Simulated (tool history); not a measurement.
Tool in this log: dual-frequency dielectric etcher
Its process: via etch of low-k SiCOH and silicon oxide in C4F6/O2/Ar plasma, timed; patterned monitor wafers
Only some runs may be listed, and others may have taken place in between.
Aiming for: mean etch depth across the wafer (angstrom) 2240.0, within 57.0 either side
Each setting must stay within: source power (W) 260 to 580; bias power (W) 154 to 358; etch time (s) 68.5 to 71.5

run	hour	source power (W)	bias power (W)	etch time (s)	mean etch depth across the wafer (angstrom)
1	0.0	420	256	68.5	1971.5
2	6.6	420	229	68.5	1909.5
3	14.8	460	241	69.0	2049.1
4	16.0	460	215	69.0	1979.3
5	22.8	460	242	69.0	2057.4
6	25.4	480	245	69.0	2111.5
7	32.6	490	247	69.0	2142.2
8	33.7	500	249	69.0	2162.7

Which one of the following 4 next-run settings gets every result inside its allowed miss? There is exactly one.
A	34.8	500	293	68.5	?
B	34.8	480	227	69.5	?
C	34.8	450	253	71.0	?
D	34.8	490	231	69.5	?

move	mean etch depth across the wafer (angstrom)
A	2242.7
B	2074.5
C	2107.4
D	2107.4
A: in spec on every target
B: moves away from the targets compared with the last run
C: moves away from the targets compared with the last run
D: moves away from the targets compared with the last run
Move A is the one to make.
